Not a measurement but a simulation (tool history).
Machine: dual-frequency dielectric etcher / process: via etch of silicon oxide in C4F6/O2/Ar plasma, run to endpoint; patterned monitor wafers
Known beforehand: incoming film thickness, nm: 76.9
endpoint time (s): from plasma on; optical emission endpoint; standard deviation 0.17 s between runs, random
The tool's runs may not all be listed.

| run | hour | bias power (kW) | source power (kW) | Ar flow (sccm) | endpoint time (s) |
|---|---|---|---|---|---|
| 1 | 0.0 | 0.454 | 0.320 | 287 | 19.433 |
| 2 | 6.1 | 0.438 | 0.310 | 288 | 20.451 |
| 3 | 8.6 | 0.429 | 0.310 | 288 | 20.416 |
| 4 | 9.9 | 0.429 | 0.310 | 249 | 20.002 |
| 5 | 18.3 | 0.429 | 0.260 | 249 | 21.128 |
| 6 | 24.1 | 0.421 | 0.260 | 250 | 21.305 |
| 7 | 27.5 | 0.414 | 0.260 | 251 | 21.745 |

Run 8 is up next; what results do you expect?
| 8 | 32.7 | 0.410 | 0.260 | 251 | ? |

endpoint time (s): 21.479

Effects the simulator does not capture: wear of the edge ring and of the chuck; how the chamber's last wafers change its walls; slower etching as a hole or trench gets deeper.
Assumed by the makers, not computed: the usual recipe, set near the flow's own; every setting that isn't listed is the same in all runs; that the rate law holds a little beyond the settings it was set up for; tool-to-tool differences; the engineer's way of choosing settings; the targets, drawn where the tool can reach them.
